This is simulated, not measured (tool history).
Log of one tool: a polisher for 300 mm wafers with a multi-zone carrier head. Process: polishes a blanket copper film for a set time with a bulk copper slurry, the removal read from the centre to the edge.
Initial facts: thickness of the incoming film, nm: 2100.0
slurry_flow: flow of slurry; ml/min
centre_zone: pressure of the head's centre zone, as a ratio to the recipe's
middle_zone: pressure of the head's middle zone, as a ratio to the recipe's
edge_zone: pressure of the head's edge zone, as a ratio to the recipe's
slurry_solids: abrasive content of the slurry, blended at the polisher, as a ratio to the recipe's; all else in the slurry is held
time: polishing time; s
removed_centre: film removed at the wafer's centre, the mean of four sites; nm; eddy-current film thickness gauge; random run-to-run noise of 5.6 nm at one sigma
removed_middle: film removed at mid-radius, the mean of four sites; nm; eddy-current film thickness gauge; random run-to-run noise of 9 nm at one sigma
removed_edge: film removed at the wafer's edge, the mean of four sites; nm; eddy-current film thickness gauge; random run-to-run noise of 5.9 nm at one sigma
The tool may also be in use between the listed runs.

{"run": 1, "hour": 0.0, "slurry_flow": 185, "centre_zone": 1.0, "middle_zone": 1.0, "edge_zone": 1.0, "slurry_solids": 1.0, "time": 61, "removed_centre": 626.66, "removed_middle": 641.15, "removed_edge": 624.42}
{"run": 2, "hour": 1.4, "slurry_flow": 185, "centre_zone": 1.0, "middle_zone": 1.08, "edge_zone": 1.0, "slurry_solids": 1.0, "time": 61, "removed_centre": 623.68, "removed_middle": 669.88, "removed_edge": 620.69}
{"run": 3, "hour": 5.4, "slurry_flow": 180, "centre_zone": 0.99, "middle_zone": 1.08, "edge_zone": 0.99, "slurry_solids": 0.95, "time": 61, "removed_centre": 615.37, "removed_middle": 667.05, "removed_edge": 605.4}
{"run": 4, "hour": 10.1, "slurry_flow": 180, "centre_zone": 0.99, "middle_zone": 1.0, "edge_zone": 0.99, "slurry_solids": 0.95, "time": 61, "removed_centre": 613.13, "removed_middle": 620.55, "removed_edge": 621.95}
{"run": 5, "hour": 18.9, "slurry_flow": 180, "centre_zone": 0.99, "middle_zone": 0.95, "edge_zone": 0.99, "slurry_solids": 0.95, "time": 61, "removed_centre": 614.05, "removed_middle": 616.91, "removed_edge": 614.08}
{"run": 6, "hour": 27.0, "slurry_flow": 175, "centre_zone": 0.97, "middle_zone": 0.96, "edge_zone": 0.97, "slurry_solids": 0.95, "time": 61, "removed_centre": 605.19, "removed_middle": 604.76, "removed_edge": 608.86}

Predict the results of run 7:
{"run": 7, "hour": 34.3, "slurry_flow": 175, "centre_zone": 0.95, "middle_zone": 0.98, "edge_zone": 0.96, "slurry_solids": 0.9, "time": 61, "removed_centre": "?", "removed_middle": "?", "removed_edge": "?"}

For run 7 the tool returned removed_centre 569.77 nm, removed_middle 614.83 nm, removed_edge 595.68 nm.
